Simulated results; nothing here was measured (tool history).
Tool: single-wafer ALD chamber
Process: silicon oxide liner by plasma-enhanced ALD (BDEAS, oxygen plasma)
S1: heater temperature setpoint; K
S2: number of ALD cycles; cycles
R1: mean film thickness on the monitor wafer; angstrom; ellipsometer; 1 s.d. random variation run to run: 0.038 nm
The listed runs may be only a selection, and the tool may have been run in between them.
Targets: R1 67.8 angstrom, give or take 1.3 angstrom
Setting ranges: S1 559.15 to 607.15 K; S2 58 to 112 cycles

run,hour,S1,S2,R1
1,0,583.15,85,78.087
2,3.5,583.15,77,70.213
3,5.9,587.15,77,70.453
4,12.2,587.15,85,77.077
5,20.3,594.15,85,76.788
6,24,594.15,83,75.419
7,30.2,594.15,81,73.279
8,38.3,594.15,80,72.396
9,43.1,594.15,79,71.568
10,51.7,594.15,78,71.264
11,57.8,594.15,77,69.99

5 candidate next runs follow, results not yet known. Just one meets every target within its allowed miss. Identify it.
A,63.9,585.15,70,?
B,63.9,599.15,75,?
C,63.9,590.15,79,?
D,63.9,589.15,78,?
E,63.9,592.15,78,?

move,R1
A,63.853
B,67.216
C,71.612
D,70.795
E,70.528
A: takes the result that was furthest off past its target
B: every result lands within tolerance
C: its largest miss is bigger than the last run's
D: its largest miss is bigger than the last run's
E: its largest miss is bigger than the last run's
Move B is the one to make.
